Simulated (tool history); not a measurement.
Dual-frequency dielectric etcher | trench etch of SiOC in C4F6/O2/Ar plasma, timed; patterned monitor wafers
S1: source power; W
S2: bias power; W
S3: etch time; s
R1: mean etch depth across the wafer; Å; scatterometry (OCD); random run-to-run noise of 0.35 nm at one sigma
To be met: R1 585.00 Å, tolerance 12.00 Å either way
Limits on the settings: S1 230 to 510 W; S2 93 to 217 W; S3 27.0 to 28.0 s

{"run": 1, "day": 0.0, "S1": 370, "S2": 155, "S3": 27.0, "R1": 513.03}
{"run": 2, "day": 0.292, "S1": 390, "S2": 157, "S3": 27.0, "R1": 522.9}
{"run": 3, "day": 0.525, "S1": 410, "S2": 160, "S3": 27.0, "R1": 537.73}
{"run": 4, "day": 0.862, "S1": 410, "S2": 160, "S3": 28.0, "R1": 555.47}
{"run": 5, "day": 1.075, "S1": 420, "S2": 162, "S3": 28.0, "R1": 565.21}
{"run": 6, "day": 1.196, "S1": 430, "S2": 163, "S3": 28.0, "R1": 571.3}
{"run": 7, "day": 1.279, "S1": 430, "S2": 164, "S3": 28.0, "R1": 567.92}
{"run": 8, "day": 1.608, "S1": 430, "S2": 164, "S3": 28.0, "R1": 567.87}

Which of these 4 next moves meets every target?
{"run": "A", "day": 1.938, "S1": 430, "S2": 160, "S3": 27.5, "R1": "?"}
{"run": "B", "day": 1.938, "S1": 390, "S2": 171, "S3": 27.5, "R1": "?"}
{"run": "C", "day": 1.938, "S1": 490, "S2": 169, "S3": 27.5, "R1": "?"}
{"run": "D", "day": 1.938, "S1": 460, "S2": 137, "S3": 28.0, "R1": "?"}

move=A R1=554.19
move=B R1=548.37
move=C R1=586.88
move=D R1=551.56
A: moves away from the targets compared with the last run
B: moves away from the targets compared with the last run
C: meets every target
D: moves away from the targets compared with the last run
Correct choice: C, which meets every target
